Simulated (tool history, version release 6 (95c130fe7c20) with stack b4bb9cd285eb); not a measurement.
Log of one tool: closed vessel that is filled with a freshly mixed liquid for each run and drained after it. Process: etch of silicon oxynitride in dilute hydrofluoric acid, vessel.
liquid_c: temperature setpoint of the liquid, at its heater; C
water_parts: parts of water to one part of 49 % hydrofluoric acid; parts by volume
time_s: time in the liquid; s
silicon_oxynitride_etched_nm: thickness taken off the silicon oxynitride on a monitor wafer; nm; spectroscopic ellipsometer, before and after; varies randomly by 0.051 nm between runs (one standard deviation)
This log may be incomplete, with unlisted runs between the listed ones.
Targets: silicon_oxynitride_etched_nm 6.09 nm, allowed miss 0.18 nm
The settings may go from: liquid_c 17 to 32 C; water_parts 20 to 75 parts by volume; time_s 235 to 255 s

run,hour,liquid_c,water_parts,time_s,silicon_oxynitride_etched_nm
1,0,24,45,235,9.1263
2,2,20.5,45,235,7.7483
3,8.9,19.5,45,235,7.297
4,11.4,21.5,45,235,8.2043
5,15.1,20.5,45,235,7.6659
6,23,20.5,45,255,8.4172
7,30,19.5,45,255,7.9572
8,33.9,19,45,255,7.7584
9,35.7,18.5,45,255,7.5048
10,43.3,18.5,45,255,7.5237
11,51,18,45,255,7.3344
12,58.7,17.5,45,255,7.1202

Which of these 5 next moves meets every target?
A,66.4,20,40,255,?
B,66.4,17,40,255,?
C,66.4,17.5,35,255,?
D,66.4,17,45,240,?
E,66.4,17.5,50,240,?

move,silicon_oxynitride_etched_nm
A,9.1536
B,7.8503
C,9.2311
D,6.5491
E,6.0297
A: moves away from the targets compared with the last run
B: moves away from the targets compared with the last run
C: moves away from the targets compared with the last run
D: nearer the targets than the last run, but a result is still out of spec
E: every result lands within tolerance
The move that meets every target is E.
